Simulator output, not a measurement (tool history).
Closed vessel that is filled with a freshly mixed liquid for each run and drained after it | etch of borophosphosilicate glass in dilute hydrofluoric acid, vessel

run,day,temperature setpoint of the liquid (°C),parts of water to one part of 49 % hydrofluoric acid (parts by volume),time in the liquid (s),thickness taken off the borophosphosilicate glass on a monitor wafer (nm)
1,0.000,21.0,260,105,8.2279
2,0.112,24.0,260,105,9.1989
3,0.379,25.5,205,105,13.0550
4,0.758,25.5,205,105,13.0840
5,1.133,26.5,175,105,16.7560
6,1.342,26.5,175,105,16.5270
7,1.717,27.0,160,105,18.3770
8,1.875,27.5,150,105,20.5070
9,2.112,29.0,130,105,25.6740

The next listed run, before its measurement:
10,2.396,28.5,130,105,?

{"run 10": {"thickness taken off the borophosphosilicate glass on a monitor wafer (nm)": 25.069}}

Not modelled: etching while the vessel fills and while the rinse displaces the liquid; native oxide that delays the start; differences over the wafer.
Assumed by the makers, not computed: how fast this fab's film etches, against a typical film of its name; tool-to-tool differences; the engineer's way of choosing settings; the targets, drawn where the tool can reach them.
